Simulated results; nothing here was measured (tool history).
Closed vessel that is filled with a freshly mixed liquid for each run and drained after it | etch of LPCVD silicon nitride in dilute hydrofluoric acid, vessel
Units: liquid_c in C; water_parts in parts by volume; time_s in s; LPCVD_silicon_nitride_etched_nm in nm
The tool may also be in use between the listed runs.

| run | day | liquid_c | water_parts | time_s | LPCVD_silicon_nitride_etched_nm |
|---|---|---|---|---|---|
| 1 | 0 | 26 | 40 | 395 | 5.6996 |
| 2 | 0.375 | 26 | 40 | 395 | 5.6331 |
| 3 | 0.454 | 29.5 | 40 | 395 | 7.2043 |
| 4 | 0.771 | 29.5 | 40 | 305 | 5.4918 |
| 5 | 0.908 | 29.5 | 40 | 305 | 5.5594 |
| 6 | 1.075 | 30.5 | 35 | 305 | 6.7041 |
| 7 | 1.242 | 31 | 35 | 305 | 6.9236 |
| 8 | 1.558 | 31.5 | 35 | 305 | 7.0323 |
| 9 | 1.896 | 32 | 35 | 305 | 7.4482 |
| 10 | 2.008 | 32.5 | 35 | 305 | 7.7716 |

The next listed run, before its measurement:
| 11 | 2.35 | 33 | 35 | 305 | ? |

Run 11 gave LPCVD_silicon_nitride_etched_nm 7.8912 nm.
